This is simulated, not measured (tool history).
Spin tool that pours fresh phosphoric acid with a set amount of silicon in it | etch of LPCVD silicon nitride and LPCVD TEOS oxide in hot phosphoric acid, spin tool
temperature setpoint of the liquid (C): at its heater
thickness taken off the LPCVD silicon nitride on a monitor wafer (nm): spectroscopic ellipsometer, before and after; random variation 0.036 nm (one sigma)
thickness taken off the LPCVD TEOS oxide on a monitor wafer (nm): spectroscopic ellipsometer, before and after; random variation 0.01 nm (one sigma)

run,hour,temperature setpoint of the liquid (C),silicon dissolved in the acid as it is poured (mg a litre),time under the liquid (s),thickness taken off the LPCVD silicon nitride on a monitor wafer (nm),thickness taken off the LPCVD TEOS oxide on a monitor wafer (nm)
1,0.0,160.0,26.0,180,14.5630,0.39928
2,4.5,162.0,26.0,180,15.6890,0.40458
3,8.0,161.0,25.5,140,11.7990,0.30484
4,15.6,160.0,24.0,115,9.3192,0.23412
5,20.9,159.0,22.0,100,7.8559,0.21671
6,28.5,158.5,21.0,95,7.3160,0.22182

The next listed run, before its measurement:
7,33.1,158.5,21.0,95,?,?

Run 7 gave thickness taken off the LPCVD silicon nitride on a monitor wafer (nm) 7.1853, thickness taken off the LPCVD TEOS oxide on a monitor wafer (nm) 0.21475.

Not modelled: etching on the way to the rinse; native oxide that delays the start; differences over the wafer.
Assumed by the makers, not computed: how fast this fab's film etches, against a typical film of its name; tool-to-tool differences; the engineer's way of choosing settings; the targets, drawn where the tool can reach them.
